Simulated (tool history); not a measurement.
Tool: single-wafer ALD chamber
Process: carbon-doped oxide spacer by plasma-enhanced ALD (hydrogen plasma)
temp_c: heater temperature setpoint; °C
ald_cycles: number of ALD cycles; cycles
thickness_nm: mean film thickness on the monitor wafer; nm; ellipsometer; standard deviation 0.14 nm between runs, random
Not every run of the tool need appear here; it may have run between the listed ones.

{"run": 1, "day": 0.0, "temp_c": 420, "ald_cycles": 562, "thickness_nm": 26.149}
{"run": 2, "day": 0.079, "temp_c": 418, "ald_cycles": 586, "thickness_nm": 27.346}
{"run": 3, "day": 0.421, "temp_c": 424, "ald_cycles": 586, "thickness_nm": 26.987}
{"run": 4, "day": 0.517, "temp_c": 434, "ald_cycles": 586, "thickness_nm": 25.995}
{"run": 5, "day": 0.55, "temp_c": 426, "ald_cycles": 586, "thickness_nm": 26.902}
{"run": 6, "day": 0.829, "temp_c": 419, "ald_cycles": 586, "thickness_nm": 27.248}
{"run": 7, "day": 1.029, "temp_c": 418, "ald_cycles": 606, "thickness_nm": 28.685}
{"run": 8, "day": 1.158, "temp_c": 416, "ald_cycles": 614, "thickness_nm": 29.033}
{"run": 9, "day": 1.233, "temp_c": 415, "ald_cycles": 623, "thickness_nm": 29.561}

Expected results for the next run?
{"run": 10, "day": 1.271, "temp_c": 414, "ald_cycles": 629, "thickness_nm": "?"}

thickness_nm: 29.798 nm
